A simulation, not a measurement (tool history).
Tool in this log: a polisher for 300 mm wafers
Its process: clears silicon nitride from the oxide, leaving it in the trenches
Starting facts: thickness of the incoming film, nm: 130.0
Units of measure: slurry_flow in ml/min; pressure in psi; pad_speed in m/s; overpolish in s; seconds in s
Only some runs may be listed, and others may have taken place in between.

| run | hour | slurry_flow | pressure | pad_speed | overpolish | seconds |
|---|---|---|---|---|---|---|
| 1 | 0 | 275 | 3.3 | 1.18 | 8 | 96.302 |
| 2 | 4.8 | 275 | 2.7 | 1.18 | 8 | 116.51 |
| 3 | 13.6 | 275 | 2.7 | 0.96 | 8 | 142.98 |
| 4 | 18.7 | 335 | 2.7 | 0.96 | 8 | 140.82 |
| 5 | 19.5 | 335 | 2.7 | 0.96 | 8 | 141.52 |
| 6 | 28.2 | 335 | 2.7 | 0.96 | 8 | 141.31 |
| 7 | 33.9 | 335 | 3.2 | 0.96 | 8 | 119.77 |
| 8 | 40.7 | 335 | 3.5 | 0.96 | 8 | 109.99 |
| 9 | 45.7 | 335 | 3.7 | 0.96 | 8 | 104.1 |

Run 10 comes next. What will it give?
| 10 | 53.9 | 335 | 3.9 | 0.96 | 8 | ? |

seconds: 98.243 s
